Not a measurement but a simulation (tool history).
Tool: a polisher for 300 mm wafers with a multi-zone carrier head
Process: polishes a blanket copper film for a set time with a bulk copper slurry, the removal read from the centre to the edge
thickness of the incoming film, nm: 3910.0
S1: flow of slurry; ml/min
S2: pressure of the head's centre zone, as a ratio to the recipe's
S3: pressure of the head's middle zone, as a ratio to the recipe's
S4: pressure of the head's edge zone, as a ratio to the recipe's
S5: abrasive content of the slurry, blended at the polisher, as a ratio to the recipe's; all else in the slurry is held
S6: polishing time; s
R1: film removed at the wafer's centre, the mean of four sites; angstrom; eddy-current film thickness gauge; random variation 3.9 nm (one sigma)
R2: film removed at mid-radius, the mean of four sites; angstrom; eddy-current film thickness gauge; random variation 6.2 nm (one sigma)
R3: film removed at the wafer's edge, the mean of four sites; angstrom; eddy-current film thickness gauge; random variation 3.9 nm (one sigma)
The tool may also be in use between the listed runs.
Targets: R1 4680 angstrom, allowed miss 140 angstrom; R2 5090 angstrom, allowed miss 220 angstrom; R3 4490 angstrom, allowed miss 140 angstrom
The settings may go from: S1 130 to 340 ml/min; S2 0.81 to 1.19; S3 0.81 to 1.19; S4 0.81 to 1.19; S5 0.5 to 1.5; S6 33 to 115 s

run	day	S1	S2	S3	S4	S5	S6	R1	R2	R3
1	0	220	1	1	1	1	73	5569.4	5390.5	5316.2
2	0.258	220	1	1	1	1	64	4850	4835.3	4745.7
3	0.338	185	1	1	1	1	64	4750.6	4694.8	4649
4	0.679	185	1	1	1	1	82	6111.3	6006.2	5981.4
5	1.046	185	1	1.08	1	1	82	6248.2	6449.1	5970.6
6	1.167	185	0.94	1.08	1	1	82	5704.5	6368.6	5909
7	1.242	195	0.94	1.07	0.97	0.9	80	5556.9	5941	5697.1
8	1.321	200	0.94	1.1	0.95	0.85	77	5308.4	6023.6	5339.7
9	1.692	200	0.94	1.09	0.93	0.8	76	5155.4	5910	5187.3
10	2.062	200	0.95	1.07	0.91	0.75	75	5187	5636.5	5045.1
11	2.171	195	0.94	1.07	0.89	0.7	74	4921.7	5583.8	4817.4
12	2.417	190	0.94	1.05	0.88	0.7	74	4949.5	5436.1	4795.7
13	2.496	185	0.94	1.04	0.87	0.7	74	4904.9	5286.3	4734.3
14	2.733	180	0.94	1.04	0.86	0.7	74	4936.8	5213.1	4726.5
15	3.058	165	0.91	1.06	0.81	0.6	73	4515.2	5129.2	4428

5 next moves are on the table. One of them brings every result within its allowed miss. Which?
A	3.383	285	1.04	1.19	0.81	0.5	67	?	?	?
B	3.383	160	0.88	1.15	0.81	0.55	76	?	?	?
C	3.383	135	0.95	1.06	0.84	0.7	73	?	?	?
D	3.383	155	0.99	1.1	0.81	0.5	72	?	?	?
E	3.383	170	0.97	1.05	0.81	0.55	75	?	?	?

move	R1	R2	R3
A	4875.8	5400.7	4116.9
B	4416.4	5665.4	4516.4
C	4617.6	5128.1	4488
D	4633.6	5081.9	4218.7
E	4844.1	5207.5	4487.1
A: takes the result that was furthest off past its target
B: further off than the last run
C: meets every target
D: brings the result that was furthest off to its target, and leaves another outside
E: takes the result that was furthest off past its target
Move C is the one to make.
